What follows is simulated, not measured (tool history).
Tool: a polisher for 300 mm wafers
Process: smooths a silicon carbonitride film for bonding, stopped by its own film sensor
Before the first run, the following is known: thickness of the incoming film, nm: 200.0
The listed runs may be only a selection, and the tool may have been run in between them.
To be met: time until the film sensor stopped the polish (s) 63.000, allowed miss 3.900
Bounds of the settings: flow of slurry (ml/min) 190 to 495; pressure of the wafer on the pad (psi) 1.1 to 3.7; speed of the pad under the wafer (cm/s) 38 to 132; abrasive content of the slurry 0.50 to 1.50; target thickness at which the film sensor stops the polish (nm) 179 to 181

run,day,flow of slurry (ml/min),pressure of the wafer on the pad (psi),speed of the pad under the wafer (cm/s),abrasive content of the slurry,target thickness at which the film sensor stops the polish (nm),time until the film sensor stopped the polish (s)
1,0.000,320,2.4,84,1.00,179,79.925
2,0.183,320,1.9,84,1.00,179,96.353
3,0.329,320,2.1,86,1.00,179,86.376
4,0.479,320,2.2,86,1.00,179,83.647
5,0.842,320,2.2,86,0.80,179,92.239
6,1.100,320,2.4,88,0.80,179,85.174
7,1.392,320,2.5,90,0.80,179,82.550
8,1.604,320,2.6,92,0.80,179,76.356
9,1.779,320,2.7,92,0.80,179,74.534
10,1.888,320,2.8,92,0.80,179,73.028
11,1.983,320,2.9,92,0.80,179,68.203
12,2.079,320,3.0,92,0.80,179,67.730

Consider the 4 candidate settings below. Which is the only one whose results all fall within their allowed miss of target?
A,2.175,310,2.8,92,0.85,179,?
B,2.175,440,2.5,72,1.10,181,?
C,2.175,320,3.3,84,0.70,179,?
D,2.175,315,2.7,104,0.85,180,?

move,time until the film sensor stopped the polish (s)
A,71.668
B,74.259
C,72.817
D,64.190
A: misses by more than the last run did
B: misses by more than the last run did
C: misses by more than the last run did
D: every result lands within tolerance
The move that meets every target is D.

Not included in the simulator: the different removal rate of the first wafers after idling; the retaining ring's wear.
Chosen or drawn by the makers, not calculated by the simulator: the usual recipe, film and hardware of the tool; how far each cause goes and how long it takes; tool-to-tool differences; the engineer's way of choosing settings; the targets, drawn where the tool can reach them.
